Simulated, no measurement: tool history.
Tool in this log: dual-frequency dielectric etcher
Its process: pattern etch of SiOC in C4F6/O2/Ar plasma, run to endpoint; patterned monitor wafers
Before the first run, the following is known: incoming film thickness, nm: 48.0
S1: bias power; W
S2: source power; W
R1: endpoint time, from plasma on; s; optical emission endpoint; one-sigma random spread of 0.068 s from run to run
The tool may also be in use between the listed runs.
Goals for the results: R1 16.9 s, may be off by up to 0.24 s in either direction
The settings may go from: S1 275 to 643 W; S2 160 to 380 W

run,day,S1,S2,R1
1,0,459,270,18.836
2,0.138,498,270,18.058
3,0.367,498,300,17.478
4,0.629,498,280,17.915
5,0.738,517,280,17.514
6,0.783,517,230,19.112
7,1.038,555,230,18.524
8,1.317,582,240,17.735
9,1.354,599,240,17.598
10,1.704,612,240,17.503
11,2.038,621,240,17.243
12,2.196,621,240,17.175
13,2.338,627,240,17.249

4 candidate next runs follow, results not yet known. Just one meets every target within its allowed miss. Identify it.
A,2.479,580,240,?
B,2.479,643,270,?
C,2.479,604,260,?
D,2.479,643,260,?

move,R1
A,17.979
B,16.368
C,17.089
D,16.62
A: further off than the last run
B: carries the result that was furthest off beyond its target, to the other side
C: in spec on every target
D: carries the result that was furthest off beyond its target, to the other side
The move that meets every target is C.

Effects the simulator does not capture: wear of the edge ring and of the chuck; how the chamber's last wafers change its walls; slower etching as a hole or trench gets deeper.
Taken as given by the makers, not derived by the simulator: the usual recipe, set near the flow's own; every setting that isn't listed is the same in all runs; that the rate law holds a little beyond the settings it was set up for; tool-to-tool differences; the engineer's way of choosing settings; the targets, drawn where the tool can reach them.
